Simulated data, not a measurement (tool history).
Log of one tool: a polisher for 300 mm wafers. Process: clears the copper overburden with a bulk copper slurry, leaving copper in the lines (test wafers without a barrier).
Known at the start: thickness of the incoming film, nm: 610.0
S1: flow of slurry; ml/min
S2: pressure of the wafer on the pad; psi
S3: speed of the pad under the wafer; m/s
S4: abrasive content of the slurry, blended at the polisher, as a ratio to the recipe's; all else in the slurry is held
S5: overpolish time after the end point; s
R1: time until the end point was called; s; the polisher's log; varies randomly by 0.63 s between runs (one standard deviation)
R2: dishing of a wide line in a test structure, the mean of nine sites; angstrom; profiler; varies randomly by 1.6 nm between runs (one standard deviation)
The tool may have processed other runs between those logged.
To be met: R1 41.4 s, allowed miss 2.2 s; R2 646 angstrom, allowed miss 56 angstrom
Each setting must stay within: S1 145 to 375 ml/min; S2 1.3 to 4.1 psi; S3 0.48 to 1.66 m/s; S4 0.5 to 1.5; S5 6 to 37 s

run  hour   S1   S2    S3    S4  S5      R1      R2
  1     0  240  2.7  1.06     1  19  65.584  909.64
  2   7.6  240  2.4  1.06     1  19   73.69  809.96
  3   8.5  240  2.4  1.06  1.15  19  73.515  818.92
  4  13.1  240  2.4  1.06     1  19  71.756  802.33
  5  18.6  240  2.4  1.06   1.1  19  72.351  825.96
  6  22.2  240  2.4  1.06   0.9  19  76.449  810.29
  7  25.6  240  2.4  1.14     1  17  70.122  794.95
  8  29.7  245  2.5  1.44  1.25   8    51.8  587.86
  9    32  245  2.6  1.44  1.25   8  50.399  613.06
 10  37.5  245  2.7  1.46  1.25   8  46.682  650.69

Which single option among these 5 for the next run brings every result within its allowed miss of target? Just one does.
  A    43  240  2.6  1.66   1.4  11   ?   ?
  B    43  265  2.7  1.42   1.3   6   ?   ?
  C    43  230    3  1.52  1.25   7   ?   ?
  D    43  245  3.1  1.66   1.2   9   ?   ?
  E    43  290  3.1  1.22  1.45  10   ?   ?

move      R1      R2
   A   40.97  861.26
   B  46.431  514.05
   C  40.042  654.62
   D  35.729  847.54
   E  45.975  768.18
A: the worst result of the last run now meets its target, but another is out of spec
B: just as far off the targets as the last run
C: every result lands within tolerance
D: moves the result that the last run missed by most past its target, out the other side
E: closes in on the targets versus the last run, not all within tolerance yet
C is the move that brings every result within its allowed miss.

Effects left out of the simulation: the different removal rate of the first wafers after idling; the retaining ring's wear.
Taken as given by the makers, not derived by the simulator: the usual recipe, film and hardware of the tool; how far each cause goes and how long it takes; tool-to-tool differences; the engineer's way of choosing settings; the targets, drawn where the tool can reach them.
